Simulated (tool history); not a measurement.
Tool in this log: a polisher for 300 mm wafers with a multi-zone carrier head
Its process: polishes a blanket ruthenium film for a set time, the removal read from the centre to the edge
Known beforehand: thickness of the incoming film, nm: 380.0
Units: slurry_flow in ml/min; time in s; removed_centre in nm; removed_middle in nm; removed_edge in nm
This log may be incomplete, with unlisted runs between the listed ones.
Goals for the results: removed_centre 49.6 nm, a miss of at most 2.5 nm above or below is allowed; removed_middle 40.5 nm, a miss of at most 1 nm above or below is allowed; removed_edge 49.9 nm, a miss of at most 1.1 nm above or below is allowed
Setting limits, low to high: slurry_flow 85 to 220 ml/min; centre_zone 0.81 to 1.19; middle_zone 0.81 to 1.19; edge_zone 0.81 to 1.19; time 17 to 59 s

run  hour  slurry_flow  centre_zone  middle_zone  edge_zone  time  removed_centre  removed_middle  removed_edge
  1     0          140            1            1          1    38          40.357           43.51        44.646
  2   3.4          145         1.03         0.97       1.03    38          41.478          42.141        45.051
  3  10.4          150         1.06         0.95       1.06    38          43.733          41.887        45.751
  4  11.7          150         1.06         0.95       1.06    30           33.06          32.429        35.895
  5  13.4          150         1.06         0.95       1.06    26          29.839          28.314         31.46
  6  16.2          155         1.08         0.93       1.08    29          33.432          31.629         35.48
  7  21.5          160          1.1          0.9        1.1    31          36.971          32.693        38.778
  8  25.6          170         1.11          0.9       1.12    32          38.898          34.223        40.064
  9  33.7          175         1.12         0.89       1.13    33          40.165           35.55        41.667
 10  40.6          180         1.13         0.88       1.14    34          41.951          35.868        43.535
 11  46.5          185         1.14         0.88       1.15    35          43.031          37.072        44.855
 12  54.1          190         1.15         0.88       1.15    36          45.864          38.397        46.206
 13  58.2          195         1.15         0.88       1.16    36          44.578          38.576         46.59
 14  62.2          195         1.16         0.88       1.16    36          45.862          38.585        46.458
 15  69.7          195         1.16         0.88       1.17    36           44.49          38.714        47.273
     77.6  -- centre zone pressure recalibrated
 16  77.6          200         1.17         0.88       1.17    36          49.548          38.558        46.592
 17  86.6          205         1.17         0.88       1.17    36          51.399          38.946        47.131
 18  93.4          205         1.16         0.88       1.17    36           48.78          39.356        47.205

Which of these 5 next moves meets every target?
  A  100.2          180         1.09         0.91       1.16    39               ?               ?             ?
  B  100.2          175         1.07         0.84       1.19    40               ?               ?             ?
  C  100.2          215          1.1         0.86       1.17    38               ?               ?             ?
  D  100.2          185         1.16         0.86       1.19    37               ?               ?             ?
  E  100.2          205          1.1         0.96       1.19    38               ?               ?             ?

move  removed_centre  removed_middle  removed_edge
   A          49.079           42.75        49.866
   B          49.381          41.162        51.745
   C            49.3          40.772        49.592
   D          49.132          38.994         48.09
   E          49.031          44.053        49.772
A: puts the biggest miss on target and leaves a different result outside tolerance
B: the result that was furthest off in the last run now lies on the other side of its target
C: every result within its allowed miss
D: an improvement on the last run, though not all results are within tolerance
E: puts the biggest miss on target and leaves a different result outside tolerance
Move C is the one to make.
